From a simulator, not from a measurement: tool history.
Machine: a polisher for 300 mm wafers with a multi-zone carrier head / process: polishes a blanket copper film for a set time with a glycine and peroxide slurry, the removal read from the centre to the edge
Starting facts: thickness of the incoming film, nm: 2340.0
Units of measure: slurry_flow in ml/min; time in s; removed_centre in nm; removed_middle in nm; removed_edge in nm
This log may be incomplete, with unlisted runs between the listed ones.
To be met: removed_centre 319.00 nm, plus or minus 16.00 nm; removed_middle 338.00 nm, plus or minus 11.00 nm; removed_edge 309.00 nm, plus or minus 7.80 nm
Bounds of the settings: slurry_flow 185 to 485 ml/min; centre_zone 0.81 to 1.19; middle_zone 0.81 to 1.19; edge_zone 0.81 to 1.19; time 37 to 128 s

{"run": 1, "hour": 0.0, "slurry_flow": 310, "centre_zone": 1.0, "middle_zone": 1.0, "edge_zone": 1.0, "time": 82, "removed_centre": 444.37, "removed_middle": 417.77, "removed_edge": 418.06}
{"run": 2, "hour": 8.1, "slurry_flow": 310, "centre_zone": 0.98, "middle_zone": 1.0, "edge_zone": 0.97, "time": 78, "removed_centre": 401.29, "removed_middle": 399.61, "removed_edge": 395.67}
{"run": 3, "hour": 9.0, "slurry_flow": 310, "centre_zone": 0.98, "middle_zone": 0.95, "edge_zone": 0.97, "time": 78, "removed_centre": 396.12, "removed_middle": 383.08, "removed_edge": 389.64}
{"run": 4, "hour": 17.8, "slurry_flow": 235, "centre_zone": 0.98, "middle_zone": 0.95, "edge_zone": 0.97, "time": 78, "removed_centre": 384.33, "removed_middle": 368.95, "removed_edge": 378.27}
{"run": 5, "hour": 21.2, "slurry_flow": 230, "centre_zone": 0.98, "middle_zone": 0.96, "edge_zone": 0.94, "time": 76, "removed_centre": 375.24, "removed_middle": 360.63, "removed_edge": 363.8}
{"run": 6, "hour": 23.5, "slurry_flow": 230, "centre_zone": 0.97, "middle_zone": 0.97, "edge_zone": 0.92, "time": 74, "removed_centre": 377.02, "removed_middle": 350.1, "removed_edge": 353.59}
{"run": 7, "hour": 30.3, "slurry_flow": 235, "centre_zone": 0.94, "middle_zone": 1.0, "edge_zone": 0.91, "time": 71, "removed_centre": 349.55, "removed_middle": 344.09, "removed_edge": 336.68}
{"run": 8, "hour": 31.9, "slurry_flow": 230, "centre_zone": 0.92, "middle_zone": 1.01, "edge_zone": 0.89, "time": 71, "removed_centre": 344.87, "removed_middle": 352.81, "removed_edge": 333.57}
{"run": 9, "hour": 33.7, "slurry_flow": 225, "centre_zone": 0.91, "middle_zone": 1.01, "edge_zone": 0.88, "time": 70, "removed_centre": 325.7, "removed_middle": 348.9, "removed_edge": 325.99}
{"run": 10, "hour": 37.1, "slurry_flow": 220, "centre_zone": 0.91, "middle_zone": 1.01, "edge_zone": 0.87, "time": 70, "removed_centre": 317.94, "removed_middle": 342.53, "removed_edge": 321.46}
{"run": 11, "hour": 42.6, "slurry_flow": 215, "centre_zone": 0.91, "middle_zone": 1.01, "edge_zone": 0.86, "time": 70, "removed_centre": 327.36, "removed_middle": 345.68, "removed_edge": 320.88}

4 candidate next runs follow, results not yet known. Just one meets every target within its allowed miss. Identify it.
{"run": "A", "hour": 48.1, "slurry_flow": 250, "centre_zone": 0.93, "middle_zone": 1.0, "edge_zone": 0.83, "time": 67, "removed_centre": "?", "removed_middle": "?", "removed_edge": "?"}
{"run": "B", "hour": 48.1, "slurry_flow": 240, "centre_zone": 0.86, "middle_zone": 1.05, "edge_zone": 0.81, "time": 70, "removed_centre": "?", "removed_middle": "?", "removed_edge": "?"}
{"run": "C", "hour": 48.1, "slurry_flow": 200, "centre_zone": 0.87, "middle_zone": 0.97, "edge_zone": 0.91, "time": 71, "removed_centre": "?", "removed_middle": "?", "removed_edge": "?"}
{"run": "D", "hour": 48.1, "slurry_flow": 270, "centre_zone": 1.0, "middle_zone": 1.09, "edge_zone": 0.81, "time": 64, "removed_centre": "?", "removed_middle": "?", "removed_edge": "?"}

move=A removed_centre=325.61 removed_middle=329.54 removed_edge=309.59
move=B removed_centre=312.52 removed_middle=356.95 removed_edge=318.45
move=C removed_centre=310.30 removed_middle=328.85 removed_edge=333.37
move=D removed_centre=338.55 removed_middle=341.95 removed_edge=294.44
A: meets every target
B: the biggest miss grows against the last run
C: the biggest miss grows against the last run
D: the result that was furthest off in the last run now lies on the other side of its target
A meets every target.
